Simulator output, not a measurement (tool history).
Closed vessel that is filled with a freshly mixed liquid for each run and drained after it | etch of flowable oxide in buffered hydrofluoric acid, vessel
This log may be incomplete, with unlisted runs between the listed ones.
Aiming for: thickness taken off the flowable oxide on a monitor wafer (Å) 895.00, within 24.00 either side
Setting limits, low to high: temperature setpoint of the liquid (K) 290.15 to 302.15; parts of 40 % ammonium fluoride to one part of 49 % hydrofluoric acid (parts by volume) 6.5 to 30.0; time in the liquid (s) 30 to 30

run,day,temperature setpoint of the liquid (K),parts of 40 % ammonium fluoride to one part of 49 % hydrofluoric acid (parts by volume),time in the liquid (s),thickness taken off the flowable oxide on a monitor wafer (Å)
1,0.000,294.15,19.5,30,424.93
2,0.175,294.15,19.5,30,420.20
3,0.325,296.15,17.5,30,530.37
4,0.596,297.65,16.5,30,605.93
5,0.962,298.65,16.0,30,656.91
6,1.133,301.65,16.0,30,761.51
7,1.179,301.65,15.0,30,817.50
8,1.375,301.65,14.5,30,850.89

Exercise: of the 4 proposed moves below, exactly one satisfies all targets within the stated allowed misses. Which move is it?
A,1.571,301.65,13.0,30,?
B,1.571,297.65,11.0,30,?
C,1.571,300.15,12.0,30,?
D,1.571,300.15,13.5,30,?

move,thickness taken off the flowable oxide on a monitor wafer (Å)
A,956.37
B,908.27
C,954.77
D,850.89
A: moves the result that the last run missed by most past its target, out the other side
B: meets every target
C: moves the result that the last run missed by most past its target, out the other side
D: as far off as the last run
The right move is B.

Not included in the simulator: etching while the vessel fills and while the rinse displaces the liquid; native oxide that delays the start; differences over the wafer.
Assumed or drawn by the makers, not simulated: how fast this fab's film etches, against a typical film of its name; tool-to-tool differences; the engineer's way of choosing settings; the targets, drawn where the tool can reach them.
